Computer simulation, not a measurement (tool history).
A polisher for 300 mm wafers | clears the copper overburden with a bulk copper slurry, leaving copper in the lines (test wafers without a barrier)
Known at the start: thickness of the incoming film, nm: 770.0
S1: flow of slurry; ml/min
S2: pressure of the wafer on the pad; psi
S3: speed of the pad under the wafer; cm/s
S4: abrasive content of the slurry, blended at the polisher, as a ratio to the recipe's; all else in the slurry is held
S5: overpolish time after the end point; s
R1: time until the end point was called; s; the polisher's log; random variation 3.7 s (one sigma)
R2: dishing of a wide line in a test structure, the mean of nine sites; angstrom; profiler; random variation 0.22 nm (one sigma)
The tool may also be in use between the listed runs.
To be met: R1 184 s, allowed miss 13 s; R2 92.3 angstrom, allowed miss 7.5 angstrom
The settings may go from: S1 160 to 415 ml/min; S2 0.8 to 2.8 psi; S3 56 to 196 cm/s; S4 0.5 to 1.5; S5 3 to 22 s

| run | hour | S1 | S2 | S3 | S4 | S5 | R1 | R2 |
|---|---|---|---|---|---|---|---|---|
| 1 | 0 | 265 | 1.8 | 126 | 1 | 11 | 103.58 | 477.3 |
| 2 | 3.4 | 265 | 2.2 | 126 | 1 | 11 | 88.94 | 514.27 |
| 3 | 6 | 265 | 2.5 | 126 | 1 | 11 | 83.682 | 566.85 |
| 4 | 7.7 | 265 | 2.2 | 126 | 1 | 11 | 91.518 | 487.25 |
| 5 | 16.8 | 265 | 2 | 118 | 1 | 10 | 106.15 | 457.15 |
| 6 | 23.7 | 265 | 2 | 118 | 1 | 8 | 98.677 | 368.55 |
| 7 | 32.4 | 250 | 1.8 | 114 | 0.95 | 7 | 110.89 | 298.48 |
| 8 | 36.5 | 240 | 1.7 | 112 | 0.9 | 6 | 118.82 | 248.78 |
| 9 | 40.3 | 230 | 1.6 | 110 | 0.85 | 6 | 131.29 | 233.97 |
| 10 | 41.4 | 220 | 1.5 | 110 | 0.8 | 6 | 135.2 | 229.01 |

5 next moves are on the table. One of them brings every result within its allowed miss. Which?
| A | 42.5 | 210 | 0.8 | 82 | 0.95 | 3 | ? | ? |
| B | 42.5 | 255 | 1.5 | 86 | 0.85 | 20 | ? | ? |
| C | 42.5 | 160 | 1.5 | 102 | 1 | 14 | ? | ? |
| D | 42.5 | 255 | 1.3 | 90 | 0.7 | 3 | ? | ? |
| E | 42.5 | 210 | 1.5 | 110 | 0.7 | 3 | ? | ? |

| move | R1 | R2 |
|---|---|---|
| A | 224.79 | 74.506 |
| B | 160.06 | 490.59 |
| C | 145.12 | 413.26 |
| D | 180.63 | 92.228 |
| E | 148.53 | 111.05 |
A: takes the result that was furthest off past its target
B: further off than the last run
C: further off than the last run
D: meets every target
E: nearer than the last run, and not there yet
Answer: D
